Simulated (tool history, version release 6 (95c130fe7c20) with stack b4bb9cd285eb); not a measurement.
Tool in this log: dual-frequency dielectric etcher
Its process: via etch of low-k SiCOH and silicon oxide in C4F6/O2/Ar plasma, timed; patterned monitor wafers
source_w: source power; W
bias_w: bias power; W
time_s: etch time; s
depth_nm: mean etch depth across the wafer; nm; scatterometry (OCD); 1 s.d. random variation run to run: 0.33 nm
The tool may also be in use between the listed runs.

Run 1, day 0.000: source_w 410 W, bias_w 186 W, time_s 41.5 s. Result: depth_nm 132.22 nm.
Run 2, day 0.071: source_w 410 W, bias_w 173 W, time_s 41.5 s. Result: depth_nm 130.07 nm.
Run 3, day 0.383: source_w 410 W, bias_w 173 W, time_s 41.5 s. Result: depth_nm 129.63 nm.
Run 4, day 0.471: source_w 410 W, bias_w 155 W, time_s 41.5 s. Result: depth_nm 125.16 nm.
Run 5, day 0.550: source_w 440 W, bias_w 155 W, time_s 41.5 s. Result: depth_nm 129.60 nm.
Run 6, day 0.921: source_w 480 W, bias_w 155 W, time_s 41.5 s. Result: depth_nm 133.42 nm.

Forecast run 7:
Run 7, day 1.262: source_w 400 W, bias_w 118 W, time_s 41.0 s. Result: depth_nm ?.

depth_nm: 114.20 nm
